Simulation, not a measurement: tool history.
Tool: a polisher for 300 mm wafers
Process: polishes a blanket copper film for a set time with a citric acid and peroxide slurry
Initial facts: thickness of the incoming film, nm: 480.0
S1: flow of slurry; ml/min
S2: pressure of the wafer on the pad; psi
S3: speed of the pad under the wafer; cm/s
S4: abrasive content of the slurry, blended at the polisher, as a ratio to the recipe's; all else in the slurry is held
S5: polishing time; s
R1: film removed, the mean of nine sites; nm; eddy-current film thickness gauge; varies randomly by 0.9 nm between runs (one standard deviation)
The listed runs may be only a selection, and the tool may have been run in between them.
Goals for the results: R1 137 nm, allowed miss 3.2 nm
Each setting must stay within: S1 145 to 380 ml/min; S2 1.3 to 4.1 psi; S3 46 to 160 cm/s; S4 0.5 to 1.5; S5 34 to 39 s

| run | hour | S1 | S2 | S3 | S4 | S5 | R1 |
|---|---|---|---|---|---|---|---|
| 1 | 0 | 245 | 2.7 | 102 | 1 | 39 | 96.669 |
| 2 | 8.9 | 245 | 2.7 | 102 | 1.1 | 39 | 97.894 |
| 3 | 17.5 | 250 | 2.9 | 102 | 1.1 | 39 | 104.96 |
| 4 | 19.7 | 250 | 2.9 | 122 | 1.1 | 39 | 125.07 |
| 5 | 28.1 | 255 | 2.9 | 122 | 1.1 | 39 | 125.48 |
| 6 | 31.5 | 255 | 2.9 | 122 | 1.3 | 39 | 127.56 |
| 7 | 34.9 | 260 | 2.9 | 122 | 1.3 | 39 | 129.77 |
| 8 | 43.1 | 265 | 2.9 | 122 | 1.3 | 39 | 128.32 |
| 9 | 46.8 | 265 | 3 | 122 | 1.3 | 39 | 132.74 |

Exactly one of the 4 candidate moves below puts every result within its allowed miss. Which one?
| A | 50.5 | 230 | 3 | 130 | 1.2 | 37 | ? |
| B | 50.5 | 310 | 2.7 | 138 | 1.15 | 39 | ? |
| C | 50.5 | 255 | 3.6 | 102 | 1.2 | 38 | ? |
| D | 50.5 | 265 | 3.1 | 120 | 1.3 | 38 | ? |

| move | R1 |
|---|---|
| A | 130.64 |
| B | 136.23 |
| C | 126.2 |
| D | 132.07 |
A: its largest miss is bigger than the last run's
B: every result within its allowed miss
C: its largest miss is bigger than the last run's
D: its largest miss is bigger than the last run's
Move B is the one to make.
